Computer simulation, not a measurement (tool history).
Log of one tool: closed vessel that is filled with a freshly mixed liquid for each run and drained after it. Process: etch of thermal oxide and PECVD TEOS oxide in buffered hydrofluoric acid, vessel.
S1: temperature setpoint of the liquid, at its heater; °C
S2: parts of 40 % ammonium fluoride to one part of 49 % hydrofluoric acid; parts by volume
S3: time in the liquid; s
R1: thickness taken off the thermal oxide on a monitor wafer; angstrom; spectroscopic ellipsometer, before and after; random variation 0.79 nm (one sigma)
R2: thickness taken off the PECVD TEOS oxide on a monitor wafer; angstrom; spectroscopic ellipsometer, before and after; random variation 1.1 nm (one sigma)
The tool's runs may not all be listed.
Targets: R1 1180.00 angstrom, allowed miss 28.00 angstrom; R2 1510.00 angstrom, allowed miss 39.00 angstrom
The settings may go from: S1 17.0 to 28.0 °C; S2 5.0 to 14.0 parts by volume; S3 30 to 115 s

| run | hour | S1 | S2 | S3 | R1 | R2 |
|---|---|---|---|---|---|---|
| 1 | 0.0 | 20.0 | 8.5 | 60 | 675.86 | 869.34 |
| 2 | 6.6 | 17.0 | 8.5 | 60 | 568.11 | 725.42 |
| 3 | 9.4 | 19.0 | 8.5 | 60 | 636.82 | 818.16 |
| 4 | 18.4 | 21.0 | 8.5 | 60 | 713.88 | 910.70 |
| 5 | 20.0 | 21.0 | 7.5 | 60 | 808.05 | 1048.30 |
| 6 | 26.5 | 21.0 | 9.0 | 60 | 665.49 | 862.79 |
| 7 | 30.6 | 21.0 | 9.0 | 60 | 667.73 | 856.89 |
| 8 | 32.6 | 25.0 | 7.0 | 60 | 1092.80 | 1394.60 |
| 9 | 38.3 | 25.5 | 7.0 | 60 | 1122.90 | 1450.40 |

Which of these 4 next moves meets every target?
| A | 44.0 | 24.0 | 7.0 | 65 | ? | ? |
| B | 44.0 | 20.0 | 6.5 | 80 | ? | ? |
| C | 44.0 | 23.5 | 8.0 | 75 | ? | ? |
| D | 44.0 | 25.5 | 6.0 | 50 | ? | ? |

| move | R1 | R2 |
|---|---|---|
| A | 1129.50 | 1446.70 |
| B | 1189.00 | 1522.90 |
| C | 1097.90 | 1406.20 |
| D | 1077.10 | 1379.50 |
A: nearer than the last run, and not there yet
B: meets every target
C: further off than the last run
D: further off than the last run
Move B is the one to make.

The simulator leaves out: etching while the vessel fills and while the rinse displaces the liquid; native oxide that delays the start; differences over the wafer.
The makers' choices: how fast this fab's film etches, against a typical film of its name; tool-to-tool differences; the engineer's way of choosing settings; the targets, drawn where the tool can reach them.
